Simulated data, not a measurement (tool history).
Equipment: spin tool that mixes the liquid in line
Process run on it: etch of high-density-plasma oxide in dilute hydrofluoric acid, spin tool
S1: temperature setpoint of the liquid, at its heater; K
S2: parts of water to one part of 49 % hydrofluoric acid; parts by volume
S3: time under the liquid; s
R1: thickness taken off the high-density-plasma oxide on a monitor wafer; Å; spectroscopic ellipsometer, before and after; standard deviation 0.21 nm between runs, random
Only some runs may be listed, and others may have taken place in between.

run,hour,S1,S2,S3,R1
1,0,295.15,80,265,279.23
2,0.8,298.65,80,265,324.41
3,1.5,298.65,80,285,347.48
4,8.4,296.15,80,285,313.94
5,15.7,296.15,80,285,315.23
6,19.6,297.15,80,285,328.59

Run 7, settings as shown, results not yet in. Your forecast:
7,23.7,298.15,80,285,?

Run 7 came out at R1 341.62 Å.
